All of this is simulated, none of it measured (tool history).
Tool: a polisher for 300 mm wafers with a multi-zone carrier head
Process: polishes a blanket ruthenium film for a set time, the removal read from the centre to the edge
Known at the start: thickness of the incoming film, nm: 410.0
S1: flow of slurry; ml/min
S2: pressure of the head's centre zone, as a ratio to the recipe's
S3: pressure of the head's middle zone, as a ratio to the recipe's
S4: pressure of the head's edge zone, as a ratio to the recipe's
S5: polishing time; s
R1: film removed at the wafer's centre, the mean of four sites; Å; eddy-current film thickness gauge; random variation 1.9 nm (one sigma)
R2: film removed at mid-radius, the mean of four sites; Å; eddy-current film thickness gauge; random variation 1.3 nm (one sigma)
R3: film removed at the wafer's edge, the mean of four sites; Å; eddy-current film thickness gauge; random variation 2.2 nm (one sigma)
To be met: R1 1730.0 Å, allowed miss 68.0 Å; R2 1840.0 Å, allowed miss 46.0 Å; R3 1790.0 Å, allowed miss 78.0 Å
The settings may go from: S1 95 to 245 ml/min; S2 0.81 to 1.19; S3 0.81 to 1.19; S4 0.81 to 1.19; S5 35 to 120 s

Run 1, hour 0.0: S1 155 ml/min, S2 1.00, S3 1.00, S4 1.00, S5 77 s. Result: R1 1319.6 Å, R2 1286.4 Å, R3 1255.8 Å.
Run 2, hour 9.0: S1 155 ml/min, S2 1.00, S3 0.93, S4 1.00, S5 77 s. Result: R1 1283.4 Å, R2 1223.4 Å, R3 1239.8 Å.
Run 3, hour 16.2: S1 165 ml/min, S2 0.99, S3 0.98, S4 1.04, S5 81 s. Result: R1 1366.5 Å, R2 1341.2 Å, R3 1345.1 Å.
Run 4, hour 17.1: S1 165 ml/min, S2 1.03, S3 0.98, S4 1.04, S5 81 s. Result: R1 1434.6 Å, R2 1323.2 Å, R3 1347.9 Å.
Run 5, hour 21.3: S1 175 ml/min, S2 1.01, S3 1.02, S4 1.07, S5 85 s. Result: R1 1472.1 Å, R2 1441.6 Å, R3 1440.3 Å.
Run 6, hour 29.1: S1 175 ml/min, S2 1.01, S3 1.02, S4 1.11, S5 85 s. Result: R1 1459.5 Å, R2 1457.7 Å, R3 1439.5 Å.
Run 7, hour 36.3: S1 185 ml/min, S2 1.00, S3 1.03, S4 1.12, S5 89 s. Result: R1 1556.0 Å, R2 1540.9 Å, R3 1542.2 Å.
Run 8, hour 43.2: S1 190 ml/min, S2 0.99, S3 1.05, S4 1.13, S5 91 s. Result: R1 1564.5 Å, R2 1599.7 Å, R3 1603.8 Å.
Run 9, hour 50.8: S1 195 ml/min, S2 0.99, S3 1.07, S4 1.14, S5 93 s. Result: R1 1601.0 Å, R2 1669.5 Å, R3 1650.6 Å.
Run 10, hour 58.4: S1 200 ml/min, S2 0.99, S3 1.08, S4 1.15, S5 94 s. Result: R1 1613.9 Å, R2 1704.2 Å, R3 1638.5 Å.
Run 11, hour 64.9: S1 200 ml/min, S2 0.99, S3 1.08, S4 1.16, S5 96 s. Result: R1 1641.7 Å, R2 1750.0 Å, R3 1709.3 Å.
Run 12, hour 66.8: S1 205 ml/min, S2 0.99, S3 1.08, S4 1.17, S5 97 s. Result: R1 1718.5 Å, R2 1758.4 Å, R3 1755.9 Å.
Run 13, hour 69.7: S1 210 ml/min, S2 0.99, S3 1.09, S4 1.17, S5 97 s. Result: R1 1657.3 Å, R2 1809.1 Å, R3 1729.8 Å.

Which of these 4 next moves meets every target?
Run A, hour 72.6: S1 185 ml/min, S2 0.89, S3 1.03, S4 1.19, S5 100 s. Result: R1 ?, R2 ?, R3 ?.
Run B, hour 72.6: S1 245 ml/min, S2 1.05, S3 1.14, S4 1.05, S5 95 s. Result: R1 ?, R2 ?, R3 ?.
Run C, hour 72.6: S1 215 ml/min, S2 1.03, S3 1.16, S4 1.13, S5 93 s. Result: R1 ?, R2 ?, R3 ?.
Run D, hour 72.6: S1 220 ml/min, S2 0.98, S3 1.11, S4 1.19, S5 98 s. Result: R1 ?, R2 ?, R3 ?.

move      R1      R2      R3
   A  1510.3  1724.2  1832.1
   B  1757.4  1829.6  1689.7
   C  1661.1  1790.3  1686.0
   D  1669.1  1827.0  1820.5
A: further off than the last run
B: brings the result that was furthest off to its target, and leaves another outside
C: further off than the last run
D: meets every target
Move D is the one to make.
